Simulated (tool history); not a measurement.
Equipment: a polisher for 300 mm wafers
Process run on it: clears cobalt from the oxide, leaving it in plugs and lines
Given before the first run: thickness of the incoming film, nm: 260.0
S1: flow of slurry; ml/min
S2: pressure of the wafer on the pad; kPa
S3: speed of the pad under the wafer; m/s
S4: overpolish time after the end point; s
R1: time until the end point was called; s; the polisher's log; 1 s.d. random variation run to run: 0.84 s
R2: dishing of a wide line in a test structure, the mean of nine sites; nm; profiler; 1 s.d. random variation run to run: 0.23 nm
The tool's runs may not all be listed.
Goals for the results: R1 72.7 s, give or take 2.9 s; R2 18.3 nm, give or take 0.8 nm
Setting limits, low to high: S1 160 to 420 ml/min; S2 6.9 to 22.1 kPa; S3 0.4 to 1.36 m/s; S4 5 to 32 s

Run 1, hour 0: S1 270 ml/min, S2 14.5 kPa, S3 0.88 m/s, S4 16 s. Result: R1 81.317 s, R2 42.689 nm.
Run 2, hour 3.4: S1 270 ml/min, S2 14.5 kPa, S3 0.88 m/s, S4 13 s. Result: R1 78.919 s, R2 37.025 nm.
Run 3, hour 4.1: S1 270 ml/min, S2 13.8 kPa, S3 0.88 m/s, S4 11 s. Result: R1 84.478 s, R2 32.023 nm.
Run 4, hour 12.1: S1 270 ml/min, S2 13.8 kPa, S3 0.88 m/s, S4 10 s. Result: R1 82.4 s, R2 29.678 nm.
Run 5, hour 16.9: S1 270 ml/min, S2 13.1 kPa, S3 0.94 m/s, S4 9 s. Result: R1 81.19 s, R2 27.96 nm.
Run 6, hour 18.7: S1 270 ml/min, S2 11.7 kPa, S3 0.94 m/s, S4 9 s. Result: R1 86.035 s, R2 26.322 nm.
Run 7, hour 25.6: S1 245 ml/min, S2 10.3 kPa, S3 1.02 m/s, S4 8 s. Result: R1 87.855 s, R2 23.43 nm.
Run 8, hour 30.8: S1 225 ml/min, S2 9.7 kPa, S3 1.1 m/s, S4 7 s. Result: R1 85.331 s, R2 21.91 nm.
Run 9, hour 32.6: S1 210 ml/min, S2 9 kPa, S3 1.16 m/s, S4 7 s. Result: R1 86.289 s, R2 21.366 nm.
Run 10, hour 38: S1 200 ml/min, S2 9 kPa, S3 1.2 m/s, S4 7 s. Result: R1 84.279 s, R2 21.488 nm.
Run 11, hour 44.8: S1 190 ml/min, S2 9 kPa, S3 1.24 m/s, S4 7 s. Result: R1 82.186 s, R2 22.829 nm.
Run 12, hour 47.5: S1 245 ml/min, S2 8.3 kPa, S3 1.24 m/s, S4 7 s. Result: R1 81.718 s, R2 22.649 nm.
Run 13, hour 52.6: S1 225 ml/min, S2 8.3 kPa, S3 1.26 m/s, S4 7 s. Result: R1 80.864 s, R2 22.515 nm.

Which single option among these 4 for the next run brings every result within its allowed miss of target? Just one does.
Run A, hour 57.7: S1 160 ml/min, S2 9 kPa, S3 1.14 m/s, S4 11 s. Result: R1 ?, R2 ?.
Run B, hour 57.7: S1 270 ml/min, S2 12.4 kPa, S3 0.92 m/s, S4 10 s. Result: R1 ?, R2 ?.
Run C, hour 57.7: S1 160 ml/min, S2 11.7 kPa, S3 1.26 m/s, S4 5 s. Result: R1 ?, R2 ?.
Run D, hour 57.7: S1 235 ml/min, S2 6.9 kPa, S3 1.2 m/s, S4 11 s. Result: R1 ?, R2 ?.

move      R1      R2
   A   90.74   29.91
   B  85.632  28.996
   C  72.191    18.4
   D  91.562  29.693
A: its largest miss is bigger than the last run's
B: its largest miss is bigger than the last run's
C: each result inside its tolerance
D: its largest miss is bigger than the last run's
Move C is the one to make.

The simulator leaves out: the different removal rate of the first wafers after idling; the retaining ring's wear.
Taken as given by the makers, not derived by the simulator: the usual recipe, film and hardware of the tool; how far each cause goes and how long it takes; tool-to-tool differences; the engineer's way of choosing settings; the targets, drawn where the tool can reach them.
